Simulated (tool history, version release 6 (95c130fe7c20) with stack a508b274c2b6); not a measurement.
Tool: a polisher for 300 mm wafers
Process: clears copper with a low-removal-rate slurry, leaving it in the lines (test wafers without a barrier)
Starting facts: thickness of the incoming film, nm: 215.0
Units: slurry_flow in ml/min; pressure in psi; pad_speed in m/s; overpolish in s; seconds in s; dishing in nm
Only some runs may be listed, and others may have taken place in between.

run,hour,slurry_flow,pressure,pad_speed,slurry_solids,overpolish,seconds,dishing
1,0,145,2.3,0.84,1,18,124.23,22.11
2,2.8,145,2.5,0.84,1,18,112.21,24.612
3,8.8,145,2.5,0.92,1,18,102.65,26.055
4,9.8,145,3.1,0.92,1,18,86.339,31.757
5,17.3,145,2.7,0.9,1,20,98.567,30.021
6,22.3,145,2.4,0.88,1,21,110.9,27.045
7,27.7,145,2.2,0.86,1,23,124.27,27.96
8,35.4,145,2.1,0.86,1,24,128.58,26.509
9,43.3,145,2,0.86,1,25,136.79,26.639

Run 10, settings as shown, results not yet in. Your forecast:
10,52.1,145,1.9,0.86,1,25,?,?

Run 10 yielded seconds 143.26 s, dishing 25.748 nm.
